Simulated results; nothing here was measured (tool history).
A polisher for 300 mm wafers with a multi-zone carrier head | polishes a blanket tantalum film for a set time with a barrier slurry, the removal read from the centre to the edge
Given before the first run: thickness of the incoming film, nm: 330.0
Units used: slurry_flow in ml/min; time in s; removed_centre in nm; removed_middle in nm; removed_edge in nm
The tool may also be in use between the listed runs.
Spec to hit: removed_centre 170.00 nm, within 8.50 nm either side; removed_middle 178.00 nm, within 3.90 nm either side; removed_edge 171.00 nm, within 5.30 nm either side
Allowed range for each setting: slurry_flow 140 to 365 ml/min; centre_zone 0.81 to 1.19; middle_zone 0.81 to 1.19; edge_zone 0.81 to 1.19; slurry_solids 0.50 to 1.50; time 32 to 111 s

run,hour,slurry_flow,centre_zone,middle_zone,edge_zone,slurry_solids,time,removed_centre,removed_middle,removed_edge
1,0.0,235,1.00,1.00,1.00,1.00,71,110.90,110.27,108.20
2,1.4,245,1.01,1.03,1.04,1.15,75,123.15,124.74,124.17
3,6.4,245,1.04,1.03,1.04,1.15,75,125.97,125.46,125.45
4,13.8,200,1.04,1.03,1.04,1.15,75,124.89,122.08,120.10
5,21.9,200,1.04,1.03,1.04,1.15,81,132.91,132.40,130.57
6,25.4,200,1.04,1.03,1.12,1.15,81,132.41,131.19,134.47
7,27.6,225,1.07,1.07,1.13,1.25,81,144.22,142.40,140.67
8,35.9,250,1.07,1.09,1.15,1.30,82,146.79,149.33,146.76
9,40.8,265,1.08,1.10,1.16,1.35,83,152.68,153.27,151.48
10,45.3,275,1.08,1.11,1.17,1.40,84,158.40,157.23,157.10
11,52.2,280,1.08,1.13,1.18,1.45,85,156.10,164.28,161.36
12,53.2,285,1.09,1.14,1.18,1.45,86,163.12,167.41,160.50

Exercise: of the 5 proposed moves below, exactly one satisfies all targets within the stated allowed misses. Which move is it?
A,54.2,275,1.13,1.19,1.12,1.40,88,?,?,?
B,54.2,365,0.99,1.02,1.19,1.50,87,?,?,?
C,54.2,255,1.18,1.18,1.10,1.40,86,?,?,?
D,54.2,365,1.07,1.15,1.19,1.35,90,?,?,?
E,54.2,285,1.17,1.12,1.14,1.50,96,?,?,?

move,removed_centre,removed_middle,removed_edge
A,170.06,178.39,159.26
B,155.03,161.05,168.55
C,171.51,171.63,153.29
D,168.64,180.34,170.13
E,195.21,188.09,178.59
A: brings the last run's worst result on target, with another outside its allowed miss
B: its largest miss is bigger than the last run's
C: its largest miss is bigger than the last run's
D: every result lands within tolerance
E: pushes the last run's worst result past its target
Answer: D
